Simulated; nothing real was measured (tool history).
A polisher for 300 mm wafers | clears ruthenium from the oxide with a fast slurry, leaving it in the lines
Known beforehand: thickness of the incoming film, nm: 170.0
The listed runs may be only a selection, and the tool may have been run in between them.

run,hour,flow of slurry (ml/min),pressure of the wafer on the pad (kPa),speed of the pad under the wafer (cm/s),abrasive content of the slurry,overpolish time after the end point (s),time until the end point was called (s),dishing of a wide line in a test structure (Å)
1,0.0,240,17.9,92,1.0,19,46.986,474.61
2,5.6,220,17.9,92,1.0,19,48.780,456.55
3,8.3,220,17.9,92,0.8,19,53.007,433.79
4,14.9,220,21.4,92,0.8,19,43.702,502.75
5,19.2,220,25.5,92,0.8,19,37.355,574.85
6,24.7,220,26.2,92,0.8,20,36.327,586.13

Run 7 has not been measured yet. What should we expect?
7,29.0,220,26.9,92,0.8,22,?,?

Run 7 yielded time until the end point was called (s) 35.188, dishing of a wide line in a test structure (Å) 659.99.
